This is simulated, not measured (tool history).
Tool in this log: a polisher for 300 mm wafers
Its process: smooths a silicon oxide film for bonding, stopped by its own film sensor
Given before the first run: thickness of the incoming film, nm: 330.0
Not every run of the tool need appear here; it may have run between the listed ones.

| run | day | flow of slurry (ml/min) | pressure of the wafer on the pad (kPa) | speed of the pad under the wafer (m/s) | abrasive content of the slurry | target thickness at which the film sensor stops the polish (Å) | time until the film sensor stopped the polish (s) |
|---|---|---|---|---|---|---|---|
| 1 | 0 | 165 | 15.2 | 0.72 | 1 | 2540 | 127.1 |
| 2 | 0.225 | 170 | 15.9 | 0.72 | 1 | 2540 | 121.1 |
| 3 | 0.433 | 170 | 12.4 | 0.72 | 1 | 2540 | 152.46 |
| 4 | 0.721 | 175 | 13.8 | 0.72 | 1 | 2540 | 137.52 |
| 5 | 1.025 | 175 | 17.2 | 0.72 | 1 | 2540 | 109.47 |
| 6 | 1.388 | 180 | 17.2 | 0.72 | 1 | 2540 | 109.56 |
| 7 | 1.446 | 185 | 17.2 | 0.72 | 1 | 2540 | 109.69 |

Predict the results of run 8:
| 8 | 1.683 | 185 | 17.9 | 0.72 | 1 | 2540 | ? |

time until the film sensor stopped the polish (s): 105.41

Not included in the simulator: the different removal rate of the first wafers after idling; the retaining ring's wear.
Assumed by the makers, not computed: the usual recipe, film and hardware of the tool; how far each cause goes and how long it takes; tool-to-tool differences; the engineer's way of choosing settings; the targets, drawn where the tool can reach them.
